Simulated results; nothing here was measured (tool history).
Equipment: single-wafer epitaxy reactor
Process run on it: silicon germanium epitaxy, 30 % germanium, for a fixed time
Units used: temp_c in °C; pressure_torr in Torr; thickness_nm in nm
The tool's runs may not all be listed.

run 1 hour=0.0 | temp_c=580 pressure_torr=25.1 | thickness_nm=41.140
run 2 hour=3.9 | temp_c=576 pressure_torr=24.9 | thickness_nm=37.503
run 3 hour=9.7 | temp_c=573 pressure_torr=24.8 | thickness_nm=35.021
run 4 hour=15.3 | temp_c=581 pressure_torr=24.8 | thickness_nm=41.574
run 5 hour=20.0 | temp_c=588 pressure_torr=24.8 | thickness_nm=48.319
run 6 hour=21.7 | temp_c=582 pressure_torr=24.6 | thickness_nm=42.036
run 7 hour=24.8 | temp_c=578 pressure_torr=24.5 | thickness_nm=38.812

What does the tool deliver on the next run?
run 8 hour=26.2 | temp_c=575 pressure_torr=24.4 | thickness_nm=?

{"run 8": {"thickness_nm": 36.371}}
